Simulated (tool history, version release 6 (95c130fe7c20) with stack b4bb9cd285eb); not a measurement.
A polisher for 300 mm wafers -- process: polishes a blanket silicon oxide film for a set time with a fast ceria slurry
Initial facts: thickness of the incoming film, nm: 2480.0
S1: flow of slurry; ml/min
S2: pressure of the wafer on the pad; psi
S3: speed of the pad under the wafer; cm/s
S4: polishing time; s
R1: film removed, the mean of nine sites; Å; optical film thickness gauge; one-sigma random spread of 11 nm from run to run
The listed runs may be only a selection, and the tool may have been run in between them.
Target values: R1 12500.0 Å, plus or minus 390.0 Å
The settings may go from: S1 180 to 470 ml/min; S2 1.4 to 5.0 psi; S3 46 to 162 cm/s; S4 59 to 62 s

{"run": 1, "hour": 0.0, "S1": 300, "S2": 3.2, "S3": 104, "S4": 59, "R1": 9506.8}
{"run": 2, "hour": 1.8, "S1": 300, "S2": 3.2, "S3": 104, "S4": 62, "R1": 10115.0}
{"run": 3, "hour": 10.4, "S1": 300, "S2": 3.7, "S3": 104, "S4": 62, "R1": 11117.0}
{"run": 4, "hour": 16.9, "S1": 300, "S2": 3.8, "S3": 104, "S4": 62, "R1": 11213.0}
{"run": 5, "hour": 23.7, "S1": 300, "S2": 3.8, "S3": 90, "S4": 62, "R1": 9715.1}
{"run": 6, "hour": 26.6, "S1": 330, "S2": 3.8, "S3": 90, "S4": 62, "R1": 9951.6}
{"run": 7, "hour": 32.6, "S1": 335, "S2": 3.9, "S3": 90, "S4": 62, "R1": 10088.0}
{"run": 8, "hour": 37.2, "S1": 335, "S2": 4.0, "S3": 90, "S4": 62, "R1": 10102.0}
{"run": 9, "hour": 37.8, "S1": 335, "S2": 4.1, "S3": 90, "S4": 62, "R1": 10338.0}
{"run": 10, "hour": 40.7, "S1": 335, "S2": 4.2, "S3": 90, "S4": 62, "R1": 10597.0}
{"run": 11, "hour": 45.0, "S1": 335, "S2": 4.3, "S3": 90, "S4": 62, "R1": 10835.0}
{"run": 12, "hour": 47.9, "S1": 335, "S2": 4.4, "S3": 90, "S4": 62, "R1": 10833.0}
{"run": 13, "hour": 51.8, "S1": 335, "S2": 4.5, "S3": 90, "S4": 62, "R1": 10900.0}
{"run": 14, "hour": 60.3, "S1": 335, "S2": 4.6, "S3": 90, "S4": 62, "R1": 11205.0}
{"run": 15, "hour": 61.1, "S1": 335, "S2": 4.7, "S3": 90, "S4": 62, "R1": 11410.0}

Pick the move, out of 4, that brings all results within their allowed miss; only one does.
{"run": "A", "hour": 61.9, "S1": 315, "S2": 4.9, "S3": 82, "S4": 61, "R1": "?"}
{"run": "B", "hour": 61.9, "S1": 315, "S2": 4.8, "S3": 102, "S4": 60, "R1": "?"}
{"run": "C", "hour": 61.9, "S1": 370, "S2": 4.8, "S3": 88, "S4": 62, "R1": "?"}
{"run": "D", "hour": 61.9, "S1": 380, "S2": 5.0, "S3": 102, "S4": 62, "R1": "?"}

move=A R1=10453.0
move=B R1=12404.0
move=C R1=11292.0
move=D R1=13368.0
A: the biggest miss grows against the last run
B: in spec on every target
C: the biggest miss grows against the last run
D: takes the biggest miss from the last run beyond its target
B is the move that brings every result within its allowed miss.
